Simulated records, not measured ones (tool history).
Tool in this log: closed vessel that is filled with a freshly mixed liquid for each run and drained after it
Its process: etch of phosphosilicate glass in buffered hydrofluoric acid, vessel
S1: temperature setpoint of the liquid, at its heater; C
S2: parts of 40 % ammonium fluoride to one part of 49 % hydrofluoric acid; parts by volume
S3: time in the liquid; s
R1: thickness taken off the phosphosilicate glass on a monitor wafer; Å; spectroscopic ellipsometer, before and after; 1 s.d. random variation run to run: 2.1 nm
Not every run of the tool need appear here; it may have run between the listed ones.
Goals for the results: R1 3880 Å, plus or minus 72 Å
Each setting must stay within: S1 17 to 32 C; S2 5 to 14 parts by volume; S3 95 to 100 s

Run 1, day 0: S1 25 C, S2 8.5 parts by volume, S3 95 s. Result: R1 5164.5 Å.
Run 2, day 0.317: S1 25 C, S2 8.5 parts by volume, S3 95 s. Result: R1 5140.7 Å.
Run 3, day 0.646: S1 25 C, S2 8.5 parts by volume, S3 100 s. Result: R1 5479.9 Å.
Run 4, day 0.758: S1 24.5 C, S2 8.5 parts by volume, S3 100 s. Result: R1 5330.7 Å.
Run 5, day 1.033: S1 24.5 C, S2 8.5 parts by volume, S3 100 s. Result: R1 5292.9 Å.
Run 6, day 1.354: S1 23 C, S2 8.5 parts by volume, S3 100 s. Result: R1 4873 Å.
Run 7, day 1.592: S1 22.5 C, S2 8.5 parts by volume, S3 100 s. Result: R1 4736.4 Å.
Run 8, day 1.858: S1 22.5 C, S2 8.5 parts by volume, S3 100 s. Result: R1 4799.9 Å.
Run 9, day 2.096: S1 22 C, S2 8.5 parts by volume, S3 100 s. Result: R1 4642.1 Å.
Run 10, day 2.338: S1 21.5 C, S2 8.5 parts by volume, S3 100 s. Result: R1 4541 Å.
Run 11, day 2.379: S1 21 C, S2 8.5 parts by volume, S3 100 s. Result: R1 4410.1 Å.

Exercise: of the 4 proposed moves below, exactly one satisfies all targets within the stated allowed misses. Which move is it?
Run A, day 2.421: S1 22 C, S2 11 parts by volume, S3 100 s. Result: R1 ?.
Run B, day 2.421: S1 19 C, S2 6.5 parts by volume, S3 95 s. Result: R1 ?.
Run C, day 2.421: S1 18.5 C, S2 8 parts by volume, S3 95 s. Result: R1 ?.
Run D, day 2.421: S1 20 C, S2 8 parts by volume, S3 95 s. Result: R1 ?.

move      R1
   A  3720.7
   B  4908.9
   C  3873.1
   D    4214
A: the result that was furthest off in the last run now lies on the other side of its target
B: its largest miss is bigger than the last run's
C: each result inside its tolerance
D: nearer than the last run, and not there yet
Correct choice: C, which meets every target

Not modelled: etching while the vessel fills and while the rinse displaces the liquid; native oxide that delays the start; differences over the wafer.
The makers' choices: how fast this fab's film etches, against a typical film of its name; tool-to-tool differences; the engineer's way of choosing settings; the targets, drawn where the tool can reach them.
